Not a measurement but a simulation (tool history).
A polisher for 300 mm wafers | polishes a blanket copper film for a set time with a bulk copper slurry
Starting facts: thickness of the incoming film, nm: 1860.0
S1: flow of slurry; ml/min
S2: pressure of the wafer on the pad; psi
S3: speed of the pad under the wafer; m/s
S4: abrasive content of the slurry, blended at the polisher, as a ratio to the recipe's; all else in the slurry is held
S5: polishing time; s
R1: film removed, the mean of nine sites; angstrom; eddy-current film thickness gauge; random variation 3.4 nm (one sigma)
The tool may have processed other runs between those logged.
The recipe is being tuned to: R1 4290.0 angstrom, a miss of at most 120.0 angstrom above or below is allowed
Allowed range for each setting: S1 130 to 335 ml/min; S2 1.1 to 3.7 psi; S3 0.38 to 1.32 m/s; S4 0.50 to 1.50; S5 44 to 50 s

run 1 hour=0.0 | S1=215 S2=2.4 S3=0.84 S4=1.00 S5=50 | R1=2973.8
run 2 hour=8.3 | S1=240 S2=2.4 S3=0.84 S4=1.00 S5=50 | R1=3012.3
run 3 hour=11.7 | S1=245 S2=2.6 S3=0.84 S4=1.00 S5=50 | R1=3271.2
run 4 hour=17.1 | S1=245 S2=2.6 S3=0.84 S4=1.00 S5=50 | R1=3234.7
run 5 hour=19.5 | S1=245 S2=2.6 S3=0.84 S4=0.90 S5=50 | R1=3165.7
run 6 hour=22.9 | S1=245 S2=2.3 S3=0.84 S4=0.90 S5=50 | R1=2825.4
run 7 hour=28.0 | S1=265 S2=2.9 S3=0.86 S4=0.90 S5=50 | R1=3510.8
run 8 hour=35.0 | S1=265 S2=3.1 S3=0.86 S4=0.90 S5=50 | R1=3822.2
run 9 hour=42.3 | S1=280 S2=3.4 S3=0.86 S4=0.90 S5=50 | R1=4083.3

Of the 4 settings listed for the next run, only one would bring every result within its allowed miss of target. Which one?
run A hour=49.6 | S1=330 S2=3.0 S3=1.00 S4=1.05 S5=50 | R1=?
run B hour=49.6 | S1=305 S2=3.6 S3=0.96 S4=0.85 S5=47 | R1=?
run C hour=49.6 | S1=255 S2=3.4 S3=1.02 S4=0.70 S5=48 | R1=?
run D hour=49.6 | S1=270 S2=3.2 S3=0.90 S4=0.85 S5=49 | R1=?

move=A R1=4538.7
move=B R1=4519.6
move=C R1=4313.6
move=D R1=3932.6
A: moves the result that the last run missed by most past its target, out the other side
B: moves the result that the last run missed by most past its target, out the other side
C: each result inside its tolerance
D: the biggest miss grows against the last run
The right move is C.

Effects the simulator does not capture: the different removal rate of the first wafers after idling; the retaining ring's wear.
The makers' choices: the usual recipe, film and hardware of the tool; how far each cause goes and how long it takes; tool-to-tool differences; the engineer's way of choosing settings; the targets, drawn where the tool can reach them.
